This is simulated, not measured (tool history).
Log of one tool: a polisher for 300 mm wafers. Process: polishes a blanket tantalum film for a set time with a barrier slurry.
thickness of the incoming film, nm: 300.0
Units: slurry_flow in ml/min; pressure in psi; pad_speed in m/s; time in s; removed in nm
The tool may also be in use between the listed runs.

run	day	slurry_flow	pressure	pad_speed	slurry_solids	time	removed
1	0.000	290	1.5	1.08	1.0	22	34.264
2	0.258	290	1.5	1.08	0.8	22	31.543
3	0.317	290	1.5	1.22	0.8	22	35.602
4	0.379	350	1.5	1.22	0.8	22	35.346
5	0.608	350	1.5	1.22	0.8	22	35.488
6	0.838	350	1.5	1.48	0.8	22	42.474
7	0.896	350	1.4	1.46	0.8	22	39.980
8	1.150	350	1.3	1.44	0.8	22	37.860
9	1.304	350	1.2	1.40	0.8	22	34.737

The next listed run, before its measurement:
10	1.454	350	1.2	1.38	0.8	22	?

{"run 10": {"removed": 34.58}}
